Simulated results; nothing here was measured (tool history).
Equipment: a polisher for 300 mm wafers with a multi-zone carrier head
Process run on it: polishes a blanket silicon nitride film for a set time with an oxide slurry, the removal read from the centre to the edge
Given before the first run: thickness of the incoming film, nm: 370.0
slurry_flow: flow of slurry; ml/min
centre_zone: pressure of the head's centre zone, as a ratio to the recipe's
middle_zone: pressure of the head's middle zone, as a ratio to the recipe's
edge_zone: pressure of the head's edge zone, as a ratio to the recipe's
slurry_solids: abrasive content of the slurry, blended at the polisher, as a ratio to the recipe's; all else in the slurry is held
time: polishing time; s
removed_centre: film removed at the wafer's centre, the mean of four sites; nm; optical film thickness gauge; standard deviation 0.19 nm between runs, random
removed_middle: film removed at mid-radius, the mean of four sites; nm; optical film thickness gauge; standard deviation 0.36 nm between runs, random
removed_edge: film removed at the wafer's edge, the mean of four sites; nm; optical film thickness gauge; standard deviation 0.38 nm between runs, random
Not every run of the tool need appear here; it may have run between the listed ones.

run    day  slurry_flow  centre_zone  middle_zone  edge_zone  slurry_solids  time  removed_centre  removed_middle  removed_edge
  1      0          200            1            1          1              1    31          20.935          21.011         20.14
  2   0.25          215         1.05         0.98       1.03            1.1    31          23.406          21.766        22.196
  3  0.588          230         1.09         0.97       1.02           1.15    31          24.789          21.983        23.057
  4  0.717          185         1.09         0.97       1.02           1.15    31          24.247           21.46        22.082
  5  0.867          185         1.09         0.97       1.02           1.15    38          29.505          25.985        27.356
  6  1.038          185         1.09         1.02       1.02           1.15    38          29.374          27.399        27.743

Predict the results of run 7:
  7  1.358          190         1.11         0.99          1           1.15    38               ?               ?             ?

Run 7 produced removed_centre 30.293 nm, removed_middle 26.062 nm, removed_edge 26.665 nm.

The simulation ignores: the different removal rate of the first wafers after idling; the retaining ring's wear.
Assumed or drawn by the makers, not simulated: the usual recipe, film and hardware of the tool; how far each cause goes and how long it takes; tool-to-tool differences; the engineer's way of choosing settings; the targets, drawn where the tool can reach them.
